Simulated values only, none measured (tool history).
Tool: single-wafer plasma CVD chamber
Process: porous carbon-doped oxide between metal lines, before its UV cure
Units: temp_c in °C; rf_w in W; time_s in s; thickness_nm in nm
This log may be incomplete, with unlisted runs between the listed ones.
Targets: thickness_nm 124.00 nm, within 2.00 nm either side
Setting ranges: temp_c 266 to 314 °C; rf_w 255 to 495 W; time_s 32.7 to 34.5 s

run	hour	temp_c	rf_w	time_s	thickness_nm
1	0.0	290	375	34.5	157.99
2	4.3	286	375	34.5	163.24
3	10.5	286	325	34.5	140.99
4	13.5	286	350	34.5	152.34
5	14.6	290	350	34.5	147.96
6	17.8	293	350	34.5	144.79
7	19.0	296	350	34.5	142.24
8	20.7	308	325	34.4	121.57

Of the 5 settings listed for the next run, only one would bring every result within its allowed miss of target. Which one?
A	22.4	306	325	34.5	?
B	22.4	309	345	34.5	?
C	22.4	300	315	33.2	?
D	22.4	310	325	34.5	?
E	22.4	292	305	32.7	?

move	thickness_nm
A	123.23
B	128.41
C	119.36
D	120.27
E	119.87
A: all results in spec
B: takes the result that was furthest off past its target
C: moves away from the targets compared with the last run
D: moves away from the targets compared with the last run
E: moves away from the targets compared with the last run
Move A is the one to make.
